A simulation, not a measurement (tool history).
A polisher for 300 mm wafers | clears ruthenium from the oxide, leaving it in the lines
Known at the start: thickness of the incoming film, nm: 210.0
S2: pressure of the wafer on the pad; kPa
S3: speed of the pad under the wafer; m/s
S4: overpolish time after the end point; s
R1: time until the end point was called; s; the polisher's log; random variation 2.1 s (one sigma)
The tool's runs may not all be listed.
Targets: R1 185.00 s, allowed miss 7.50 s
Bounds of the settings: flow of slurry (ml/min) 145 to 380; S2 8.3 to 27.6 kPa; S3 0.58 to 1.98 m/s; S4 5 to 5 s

Run 1, hour 0.0: flow of slurry (ml/min) 245, S2 17.9 kPa, S3 1.28 m/s, S4 5 s. Result: R1 119.45 s.
Run 2, hour 3.3: flow of slurry (ml/min) 220, S2 17.9 kPa, S3 1.28 m/s, S4 5 s. Result: R1 120.46 s.
Run 3, hour 6.0: flow of slurry (ml/min) 220, S2 15.9 kPa, S3 1.26 m/s, S4 5 s. Result: R1 134.10 s.
Run 4, hour 12.1: flow of slurry (ml/min) 250, S2 15.9 kPa, S3 1.26 m/s, S4 5 s. Result: R1 133.02 s.
Run 5, hour 15.3: flow of slurry (ml/min) 250, S2 18.6 kPa, S3 1.26 m/s, S4 5 s. Result: R1 114.56 s.
Run 6, hour 20.4: flow of slurry (ml/min) 245, S2 15.9 kPa, S3 1.24 m/s, S4 5 s. Result: R1 137.28 s.
Run 7, hour 23.3: flow of slurry (ml/min) 245, S2 14.5 kPa, S3 1.24 m/s, S4 5 s. Result: R1 149.19 s.
Run 8, hour 24.8: flow of slurry (ml/min) 245, S2 13.1 kPa, S3 1.24 m/s, S4 5 s. Result: R1 158.71 s.
Run 9, hour 32.6: flow of slurry (ml/min) 245, S2 12.4 kPa, S3 1.24 m/s, S4 5 s. Result: R1 168.49 s.
Run 10, hour 33.4: flow of slurry (ml/min) 245, S2 11.7 kPa, S3 1.24 m/s, S4 5 s. Result: R1 172.20 s.

Which of these 5 next moves meets every target?
Run A, hour 34.2: flow of slurry (ml/min) 320, S2 12.4 kPa, S3 1.26 m/s, S4 5 s. Result: R1 ?.
Run B, hour 34.2: flow of slurry (ml/min) 165, S2 10.3 kPa, S3 1.28 m/s, S4 5 s. Result: R1 ?.
Run C, hour 34.2: flow of slurry (ml/min) 265, S2 11.0 kPa, S3 1.22 m/s, S4 5 s. Result: R1 ?.
Run D, hour 34.2: flow of slurry (ml/min) 230, S2 12.4 kPa, S3 1.38 m/s, S4 5 s. Result: R1 ?.
Run E, hour 34.2: flow of slurry (ml/min) 250, S2 10.3 kPa, S3 1.18 m/s, S4 5 s. Result: R1 ?.

move      R1
   A  164.07
   B  207.70
   C  190.00
   D  158.53
   E  207.44
A: further off than the last run
B: takes the result that was furthest off past its target
C: meets every target
D: further off than the last run
E: takes the result that was furthest off past its target
The right move is C.
